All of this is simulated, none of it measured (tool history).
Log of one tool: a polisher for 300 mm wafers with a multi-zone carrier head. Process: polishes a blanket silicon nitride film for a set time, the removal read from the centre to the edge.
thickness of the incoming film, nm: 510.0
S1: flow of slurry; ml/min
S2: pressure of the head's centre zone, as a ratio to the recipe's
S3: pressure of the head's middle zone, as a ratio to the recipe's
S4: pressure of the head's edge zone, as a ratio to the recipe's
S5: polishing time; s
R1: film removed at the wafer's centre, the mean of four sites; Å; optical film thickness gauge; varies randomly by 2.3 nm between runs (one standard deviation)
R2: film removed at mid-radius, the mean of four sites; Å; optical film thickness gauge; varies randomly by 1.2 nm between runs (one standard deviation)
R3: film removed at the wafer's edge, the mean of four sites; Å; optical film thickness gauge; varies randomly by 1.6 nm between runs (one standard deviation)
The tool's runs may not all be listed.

run,hour,S1,S2,S3,S4,S5,R1,R2,R3
1,0.0,265,1.00,1.00,1.00,74,1435.1,1377.1,1394.2
2,7.9,235,1.00,1.00,1.00,74,1389.6,1344.9,1383.5
3,13.9,235,1.08,1.00,1.00,74,1480.4,1351.8,1393.6
4,15.4,170,1.08,1.00,1.00,74,1394.2,1313.1,1339.2
5,22.9,160,1.08,1.00,1.00,74,1374.7,1295.7,1337.0
6,28.1,190,1.03,1.04,1.05,78,1443.7,1445.0,1465.8

Run 7 has not been measured yet. What should we expect?
7,30.6,215,0.98,1.07,1.09,81,?,?,?

R1: 1475.8 Å
R2: 1565.5 Å
R3: 1568.9 Å

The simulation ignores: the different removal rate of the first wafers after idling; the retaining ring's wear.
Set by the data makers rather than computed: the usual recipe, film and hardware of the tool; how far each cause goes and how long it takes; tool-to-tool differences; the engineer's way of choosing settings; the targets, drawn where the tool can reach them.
